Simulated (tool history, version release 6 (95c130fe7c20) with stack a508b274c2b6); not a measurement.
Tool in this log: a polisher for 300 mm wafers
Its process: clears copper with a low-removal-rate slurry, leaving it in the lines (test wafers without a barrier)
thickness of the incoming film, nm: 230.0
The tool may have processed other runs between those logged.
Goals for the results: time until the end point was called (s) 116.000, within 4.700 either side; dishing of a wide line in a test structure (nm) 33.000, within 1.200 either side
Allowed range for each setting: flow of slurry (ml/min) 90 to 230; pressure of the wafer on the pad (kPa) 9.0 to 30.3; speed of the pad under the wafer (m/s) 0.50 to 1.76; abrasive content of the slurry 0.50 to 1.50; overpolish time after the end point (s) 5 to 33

run    day  flow of slurry (ml/min)  pressure of the wafer on the pad (kPa)  speed of the pad under the wafer (m/s)  abrasive content of the slurry  overpolish time after the end point (s)  time until the end point was called (s)  dishing of a wide line in a test structure (nm)
  1  0.000                      150                                    19.3                                    1.12                            1.00                                       17                                   76.758                                           32.540
  2  0.133                      145                                    17.2                                    1.12                            1.00                                       19                                   82.887                                           33.223
  3  0.296                      145                                    17.2                                    1.22                            1.00                                       19                                   76.505                                           35.270
  4  0.358                      145                                    20.7                                    1.22                            1.00                                       19                                   66.329                                           40.144
  5  0.567                      140                                    17.2                                    1.20                            1.00                                       21                                   79.111                                           38.668
  6  0.654                      135                                    15.2                                    1.20                            1.00                                       22                                   87.260                                           35.734
  7  0.958                      135                                    15.2                                    1.20                            1.00                                       22                                   86.093                                           35.744
  8  1.054                      130                                    13.8                                    1.18                            1.00                                       23                                   96.716                                           34.574
  9  1.342                      120                                    13.1                                    1.18                            1.00                                       24                                  103.270                                           33.967
 10  1.658                      110                                    13.1                                    1.18                            1.00                                       24                                  103.760                                           33.280
 11  2.004                      105                                    12.4                                    1.18                            1.00                                       25                                  110.840                                           32.487

Of the 5 settings listed for the next run, only one would bring every result within its allowed miss of target. Which one?
  A  2.350                      110                                    11.7                                    1.28                            1.15                                       23                                        ?                                                ?
  B  2.350                      105                                    11.0                                    1.42                            0.95                                       24                                        ?                                                ?
  C  2.350                      100                                    13.1                                    1.18                            1.05                                       26                                        ?                                                ?
  D  2.350                      110                                     9.7                                    1.32                            1.10                                       27                                        ?                                                ?
  E  2.350                       90                                    13.1                                    1.24                            1.00                                       23                                        ?                                                ?

move  time until the end point was called (s)  dishing of a wide line in a test structure (nm)
   A                                  102.100                                           31.808
   B                                  100.450                                           33.242
   C                                  105.770                                           34.328
   D                                  113.940                                           32.782
   E                                  105.190                                           31.216
A: the biggest miss grows against the last run
B: the biggest miss grows against the last run
C: the biggest miss grows against the last run
D: all results in spec
E: the biggest miss grows against the last run
Correct choice: D, which meets every target
